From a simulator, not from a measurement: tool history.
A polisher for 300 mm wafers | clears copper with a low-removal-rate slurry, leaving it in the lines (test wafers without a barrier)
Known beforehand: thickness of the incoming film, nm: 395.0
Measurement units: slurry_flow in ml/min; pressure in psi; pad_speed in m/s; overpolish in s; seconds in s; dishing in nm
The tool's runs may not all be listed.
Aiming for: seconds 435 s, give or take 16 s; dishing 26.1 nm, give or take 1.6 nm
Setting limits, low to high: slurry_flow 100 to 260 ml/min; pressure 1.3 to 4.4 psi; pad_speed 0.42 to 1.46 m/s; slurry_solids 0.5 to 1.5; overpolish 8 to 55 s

run  hour  slurry_flow  pressure  pad_speed  slurry_solids  overpolish  seconds  dishing
  1     0          165       2.8       0.94              1          28   172.81   34.575
  2   8.5          190       2.8       0.94              1          28   167.62   34.322
  3  15.6          190       2.8       0.94              1          23    170.8   31.085
  4  20.3          210       2.8       0.94              1          23   166.46   31.114
  5  25.9          210       2.8       0.72              1          23   215.64    26.28
  6  32.8          210       2.8       0.54              1          23   283.49   19.973
  7  41.5          195       2.5       0.54              1          31      317   23.878
  8  45.5          185       2.3       0.54              1          34   352.48   24.142
  9  46.2          175       2.2       0.54              1          36   369.35   24.818
 10  49.2          165       2.1       0.54              1          38   388.43   23.584
 11  56.1          150       1.8       0.52              1          51   487.53   24.454
 12  62.5          195         2       0.52              1          48   407.71   26.994
 13  65.3          190         2       0.52              1          48   407.91    28.02
 14  71.4          185         2       0.52              1          48   418.32   27.425
 15  73.9          180         2       0.52              1          48   420.41   26.712
 16  74.8          175         2       0.52              1          48   419.81   26.969

Next run, 5 choices. One meets every target within its allowed miss, the rest don't. Which?
  A  75.7          200       2.1       0.48            1.1          52        ?        ?
  B  75.7          155       2.1       0.54           0.95          46        ?        ?
  C  75.7          180         2       0.52           0.85          49        ?        ?
  D  75.7          170       1.9        0.6            0.9          46        ?        ?
  E  75.7          160       2.3        0.5            0.9          42        ?        ?

move  seconds  dishing
   A   409.12   29.344
   B   399.78   27.301
   C   439.18   26.606
   D   398.63   27.185
   E   398.74   25.684
A: the biggest miss grows against the last run
B: the biggest miss grows against the last run
C: all results in spec
D: the biggest miss grows against the last run
E: the biggest miss grows against the last run
Answer: C
